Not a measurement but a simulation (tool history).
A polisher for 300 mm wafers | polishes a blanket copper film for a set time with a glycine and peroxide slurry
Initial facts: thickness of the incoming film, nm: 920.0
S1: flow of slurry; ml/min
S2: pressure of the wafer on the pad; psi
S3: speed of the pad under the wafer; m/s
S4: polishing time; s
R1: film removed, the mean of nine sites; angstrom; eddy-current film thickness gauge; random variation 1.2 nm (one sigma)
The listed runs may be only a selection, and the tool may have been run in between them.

| run | hour | S1 | S2 | S3 | S4 | R1 |
|---|---|---|---|---|---|---|
| 1 | 0.0 | 250 | 2.4 | 0.80 | 87 | 3066.0 |
| 2 | 5.3 | 245 | 2.1 | 0.74 | 87 | 2638.4 |
| 3 | 6.3 | 245 | 2.3 | 0.74 | 87 | 2804.7 |
| 4 | 13.9 | 240 | 2.0 | 0.70 | 87 | 2489.1 |
| 5 | 19.6 | 240 | 2.0 | 0.70 | 87 | 2462.1 |
| 6 | 23.3 | 240 | 2.0 | 0.70 | 87 | 2472.6 |
| 7 | 30.5 | 235 | 1.8 | 0.66 | 87 | 2239.3 |
| 8 | 33.7 | 230 | 1.6 | 0.62 | 87 | 1981.7 |
| 9 | 42.3 | 225 | 1.5 | 0.62 | 87 | 1917.6 |

Run 10 is up next; what results do you expect?
| 10 | 43.8 | 220 | 1.4 | 0.62 | 87 | ? |

{"run 10": {"R1": 1822.4}}
